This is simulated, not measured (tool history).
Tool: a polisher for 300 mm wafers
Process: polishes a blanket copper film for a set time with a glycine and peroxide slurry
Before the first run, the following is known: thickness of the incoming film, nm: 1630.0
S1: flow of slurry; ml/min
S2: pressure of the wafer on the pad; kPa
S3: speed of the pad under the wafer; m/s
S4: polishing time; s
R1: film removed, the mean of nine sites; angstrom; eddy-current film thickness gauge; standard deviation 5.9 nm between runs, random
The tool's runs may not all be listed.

run  hour   S1    S2    S3  S4      R1
  1   0.0  210  19.3  0.86  83  2921.0
  2   8.5  210  19.3  0.86  87  3057.6
  3  11.5  210  19.3  0.86  83  2936.2
  4  18.7  210  22.1  0.86  83  3297.6
     21.7  -- worn pad replaced by a new one
  5  21.7  210  24.8  0.90  83  4263.7
  6  23.3  210  26.2  0.90  83  4383.8
  7  26.9  210  27.6  0.90  83  4556.8

Run 8, settings as shown, results not yet in. Your forecast:
  8  32.1  210  28.3  0.90  83   ?

Logged for run 8: R1 4754.5 angstrom.
